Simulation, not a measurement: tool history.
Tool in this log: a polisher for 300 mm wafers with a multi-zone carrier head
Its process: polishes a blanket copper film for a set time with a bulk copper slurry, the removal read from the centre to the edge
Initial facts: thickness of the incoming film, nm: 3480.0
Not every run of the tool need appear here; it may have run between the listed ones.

run	hour	flow of slurry (ml/min)	pressure of the head's centre zone	pressure of the head's middle zone	pressure of the head's edge zone	abrasive content of the slurry	polishing time (s)	film removed at the wafer's centre (Å)	film removed at mid-radius (Å)	film removed at the wafer's edge (Å)
1	0.0	220	1.00	1.00	1.00	1.00	77	7634.1	7490.5	7478.0
2	1.0	230	1.03	1.02	1.03	1.05	77	8043.4	7668.2	7624.1
3	6.6	235	1.04	1.03	1.05	1.10	77	8231.2	7875.0	7864.1
4	8.3	235	1.11	1.03	1.05	1.10	77	8638.3	8027.4	7796.1
5	9.1	280	1.11	1.03	1.05	1.10	77	8847.2	8033.8	7799.0
6	13.5	280	1.03	1.03	1.05	1.10	77	8183.1	8046.7	7955.4
7	14.9	280	1.05	1.03	1.07	1.15	77	8525.0	8180.6	8114.3
8	17.8	280	1.07	1.03	1.09	1.20	77	8690.3	8172.0	8217.7
9	21.4	280	1.08	1.04	1.10	1.25	77	8870.9	8387.2	8426.1

What does the tool deliver on the next run?
10	22.1	280	1.10	1.04	1.11	1.25	77	?	?	?

{"run 10": {"film removed at the wafer's centre (Å)": 8978.3, "film removed at mid-radius (Å)": 8293.4, "film removed at the wafer's edge (Å)": 8272.2}}
